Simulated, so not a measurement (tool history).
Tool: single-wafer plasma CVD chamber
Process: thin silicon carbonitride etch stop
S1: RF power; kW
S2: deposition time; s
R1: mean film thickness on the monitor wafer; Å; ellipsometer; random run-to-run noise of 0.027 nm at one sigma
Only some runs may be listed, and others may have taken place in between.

Run 1, hour 0.0: S1 0.210 kW, S2 12.0 s. Result: R1 68.510 Å.
Run 2, hour 5.2: S1 0.180 kW, S2 12.0 s. Result: R1 65.365 Å.
Run 3, hour 10.0: S1 0.180 kW, S2 12.6 s. Result: R1 68.189 Å.
Run 4, hour 12.9: S1 0.165 kW, S2 12.6 s. Result: R1 66.035 Å.
Run 5, hour 15.0: S1 0.150 kW, S2 12.6 s. Result: R1 63.676 Å.
Run 6, hour 19.3: S1 0.150 kW, S2 13.9 s. Result: R1 70.183 Å.

The next listed run, before its measurement:
Run 7, hour 25.4: S1 0.160 kW, S2 14.0 s. Result: R1 ?.

{"run 7": {"R1": 72.903}}
